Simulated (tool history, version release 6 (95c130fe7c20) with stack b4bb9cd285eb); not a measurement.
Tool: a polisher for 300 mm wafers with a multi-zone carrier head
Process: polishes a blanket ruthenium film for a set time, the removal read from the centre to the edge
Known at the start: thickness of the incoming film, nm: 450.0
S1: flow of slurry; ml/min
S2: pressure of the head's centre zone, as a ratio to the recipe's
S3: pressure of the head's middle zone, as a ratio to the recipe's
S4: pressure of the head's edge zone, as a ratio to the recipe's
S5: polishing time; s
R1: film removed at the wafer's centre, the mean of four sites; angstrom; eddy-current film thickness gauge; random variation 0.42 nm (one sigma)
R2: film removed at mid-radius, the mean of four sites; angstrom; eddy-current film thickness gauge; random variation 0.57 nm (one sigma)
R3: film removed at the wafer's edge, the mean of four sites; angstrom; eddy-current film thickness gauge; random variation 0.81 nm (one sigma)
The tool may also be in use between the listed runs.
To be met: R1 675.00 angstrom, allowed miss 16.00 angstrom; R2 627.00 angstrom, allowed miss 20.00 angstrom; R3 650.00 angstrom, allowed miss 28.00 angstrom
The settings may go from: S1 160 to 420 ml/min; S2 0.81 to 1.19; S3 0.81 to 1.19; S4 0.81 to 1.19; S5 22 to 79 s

{"run": 1, "day": 0.0, "S1": 270, "S2": 1.0, "S3": 1.0, "S4": 1.0, "S5": 50, "R1": 550.06, "R2": 550.71, "R3": 538.96}
{"run": 2, "day": 0.371, "S1": 280, "S2": 1.03, "S3": 1.01, "S4": 1.05, "S5": 51, "R1": 567.89, "R2": 554.08, "R3": 558.37}
{"run": 3, "day": 0.704, "S1": 285, "S2": 1.05, "S3": 1.02, "S4": 1.07, "S5": 53, "R1": 607.48, "R2": 598.41, "R3": 591.02}
{"run": 4, "day": 0.896, "S1": 285, "S2": 1.05, "S3": 0.98, "S4": 1.07, "S5": 53, "R1": 613.14, "R2": 566.19, "R3": 582.42}
{"run": 5, "day": 1.088, "S1": 285, "S2": 1.05, "S3": 0.98, "S4": 1.07, "S5": 41, "R1": 471.61, "R2": 446.31, "R3": 447.06}
{"run": 6, "day": 1.288, "S1": 260, "S2": 1.05, "S3": 0.98, "S4": 1.07, "S5": 41, "R1": 468.52, "R2": 431.27, "R3": 445.88}
{"run": 7, "day": 1.446, "S1": 250, "S2": 1.07, "S3": 1.01, "S4": 1.09, "S5": 46, "R1": 533.32, "R2": 494.57, "R3": 508.04}
{"run": 8, "day": 1.712, "S1": 230, "S2": 1.09, "S3": 1.04, "S4": 1.11, "S5": 49, "R1": 578.43, "R2": 547.19, "R3": 531.7}
{"run": 9, "day": 1.862, "S1": 250, "S2": 1.09, "S3": 1.03, "S4": 1.13, "S5": 51, "R1": 601.96, "R2": 563.72, "R3": 569.76}
{"run": 10, "day": 2.079, "S1": 265, "S2": 1.1, "S3": 1.03, "S4": 1.15, "S5": 52, "R1": 625.1, "R2": 577.47, "R3": 569.48}
{"run": 11, "day": 2.15, "S1": 250, "S2": 1.09, "S3": 1.03, "S4": 1.15, "S5": 54, "R1": 634.97, "R2": 603.68, "R3": 621.6}
{"run": 12, "day": 2.375, "S1": 255, "S2": 1.1, "S3": 1.03, "S4": 1.16, "S5": 55, "R1": 656.17, "R2": 621.23, "R3": 615.18}

Which of these 4 next moves meets every target?
{"run": "A", "day": 2.6, "S1": 250, "S2": 1.15, "S3": 1.14, "S4": 1.15, "S5": 52, "R1": "?", "R2": "?", "R3": "?"}
{"run": "B", "day": 2.6, "S1": 260, "S2": 1.07, "S3": 0.99, "S4": 1.12, "S5": 58, "R1": "?", "R2": "?", "R3": "?"}
{"run": "C", "day": 2.6, "S1": 170, "S2": 1.11, "S3": 1.12, "S4": 1.19, "S5": 58, "R1": "?", "R2": "?", "R3": "?"}
{"run": "D", "day": 2.6, "S1": 160, "S2": 1.09, "S3": 0.89, "S4": 1.09, "S5": 60, "R1": "?", "R2": "?", "R3": "?"}

move=A R1=652.06 R2=640.27 R3=587.25
move=B R1=678.05 R2=635.57 R3=651.48
move=C R1=675.56 R2=679.95 R3=647.09
move=D R1=680.68 R2=576.19 R3=647.16
A: further off than the last run
B: meets every target
C: brings the result that was furthest off to its target, and leaves another outside
D: brings the result that was furthest off to its target, and leaves another outside
Answer: B
